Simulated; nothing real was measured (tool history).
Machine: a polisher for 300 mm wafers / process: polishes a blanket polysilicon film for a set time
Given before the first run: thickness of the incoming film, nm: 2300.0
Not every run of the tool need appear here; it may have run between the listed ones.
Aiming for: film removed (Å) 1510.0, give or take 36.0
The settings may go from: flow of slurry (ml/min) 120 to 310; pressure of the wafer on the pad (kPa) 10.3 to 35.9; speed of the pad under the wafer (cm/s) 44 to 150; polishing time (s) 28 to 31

run    day  flow of slurry (ml/min)  pressure of the wafer on the pad (kPa)  speed of the pad under the wafer (cm/s)  polishing time (s)  film removed (Å)
  1  0.000                      200                                    22.8                                       96                  31            2397.9
  2  0.271                      195                                    21.4                                       96                  31            2252.2
  3  0.562                      155                                    21.4                                       96                  31            2165.6
  4  0.883                      150                                    20.7                                       96                  31            2130.3
  5  0.929                      150                                    20.7                                       96                  28            1909.7
  6  1.146                      150                                    20.7                                       96                  31            2135.0
  7  1.296                      150                                    19.3                                       96                  31            1961.4
  8  1.588                      150                                    18.6                                       96                  31            1926.4
  9  1.846                      150                                    17.9                                       96                  31            1871.2

5 next moves are on the table. One of them brings every result within its allowed miss. Which?
  A  2.104                      120                                    18.6                                       90                  28                 ?
  B  2.104                      160                                    13.8                                      108                  31                 ?
  C  2.104                      120                                    18.6                                       82                  28                 ?
  D  2.104                      120                                    17.9                                       80                  28                 ?
  E  2.104                      165                                    17.2                                       96                  28                 ?

move  film removed (Å)
   A            1632.6
   B            1608.5
   C            1530.1
   D            1452.8
   E            1639.1
A: an improvement on the last run, though not all results are within tolerance
B: an improvement on the last run, though not all results are within tolerance
C: hits every target within its allowed miss
D: moves the result that the last run missed by most past its target, out the other side
E: an improvement on the last run, though not all results are within tolerance
C is the move that brings every result within its allowed miss.
